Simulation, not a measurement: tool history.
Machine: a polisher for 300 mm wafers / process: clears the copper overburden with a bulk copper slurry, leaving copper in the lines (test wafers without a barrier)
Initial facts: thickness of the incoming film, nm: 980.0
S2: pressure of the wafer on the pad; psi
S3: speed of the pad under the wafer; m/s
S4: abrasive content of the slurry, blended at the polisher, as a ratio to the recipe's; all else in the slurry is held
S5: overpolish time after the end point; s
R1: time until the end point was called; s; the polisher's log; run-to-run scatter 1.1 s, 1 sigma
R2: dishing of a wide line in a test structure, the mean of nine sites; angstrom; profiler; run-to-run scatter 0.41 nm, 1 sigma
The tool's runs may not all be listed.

Run 1, hour 0: flow of slurry (ml/min) 210, S2 2 psi, S3 1.4 m/s, S4 1, S5 9 s. Result: R1 114.64 s, R2 429.78 angstrom.
Run 2, hour 7.5: flow of slurry (ml/min) 210, S2 2.1 psi, S3 1.46 m/s, S4 1, S5 8 s. Result: R1 108.25 s, R2 431.32 angstrom.
Run 3, hour 14.5: flow of slurry (ml/min) 240, S2 2 psi, S3 1.58 m/s, S4 1.1, S5 7 s. Result: R1 102.28 s, R2 401.41 angstrom.
Run 4, hour 18.2: flow of slurry (ml/min) 260, S2 2 psi, S3 1.66 m/s, S4 1.2, S5 6 s. Result: R1 92.814 s, R2 369.01 angstrom.
Run 5, hour 25.8: flow of slurry (ml/min) 265, S2 2 psi, S3 1.66 m/s, S4 1.25, S5 5 s. Result: R1 93.751 s, R2 329.38 angstrom.
Run 6, hour 26.9: flow of slurry (ml/min) 265, S2 2 psi, S3 1.66 m/s, S4 1.25, S5 7 s. Result: R1 94.045 s, R2 423.41 angstrom.

Run 7 has not been measured yet. What should we expect?
Run 7, hour 32: flow of slurry (ml/min) 265, S2 2.1 psi, S3 1.68 m/s, S4 1.25, S5 6 s. Result: R1 ?, R2 ?.

Run 7 gave R1 89.411 s, R2 382.71 angstrom.
